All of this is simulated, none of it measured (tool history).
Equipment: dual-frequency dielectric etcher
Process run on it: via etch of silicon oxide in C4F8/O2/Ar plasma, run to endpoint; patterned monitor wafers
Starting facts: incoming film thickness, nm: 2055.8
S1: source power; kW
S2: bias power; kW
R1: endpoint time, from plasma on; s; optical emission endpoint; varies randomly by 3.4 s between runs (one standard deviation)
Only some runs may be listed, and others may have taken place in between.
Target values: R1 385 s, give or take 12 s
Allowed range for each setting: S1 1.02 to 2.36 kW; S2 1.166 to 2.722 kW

run	day	S1	S2	R1
1	0	1.69	1.944	452.73
2	0.179	1.76	1.981	441.43
3	0.55	1.82	2.009	428.88
4	0.725	1.96	2.009	414.61
5	0.762	1.84	2.009	433.49
6	0.9	1.56	2.009	466.67
7	1.242	1.63	2.04	449.47
8	1.358	1.97	2.223	401.88
9	1.562	1.99	2.231	403.33
10	1.892	2.01	2.24	397.54
11	2.046	2.01	2.24	404.87

Next run, 5 choices. One meets every target within its allowed miss, the rest don't. Which?
A	2.2	2.04	2.503	?
B	2.2	2.28	2.574	?
C	2.2	1.88	2.159	?
D	2.2	1.68	2.131	?
E	2.2	1.52	2.36	?

move	R1
A	385.19
B	362.02
C	416.48
D	443.12
E	455.93
A: meets every target
B: takes the result that was furthest off past its target
C: further off than the last run
D: further off than the last run
E: further off than the last run
The right move is A.

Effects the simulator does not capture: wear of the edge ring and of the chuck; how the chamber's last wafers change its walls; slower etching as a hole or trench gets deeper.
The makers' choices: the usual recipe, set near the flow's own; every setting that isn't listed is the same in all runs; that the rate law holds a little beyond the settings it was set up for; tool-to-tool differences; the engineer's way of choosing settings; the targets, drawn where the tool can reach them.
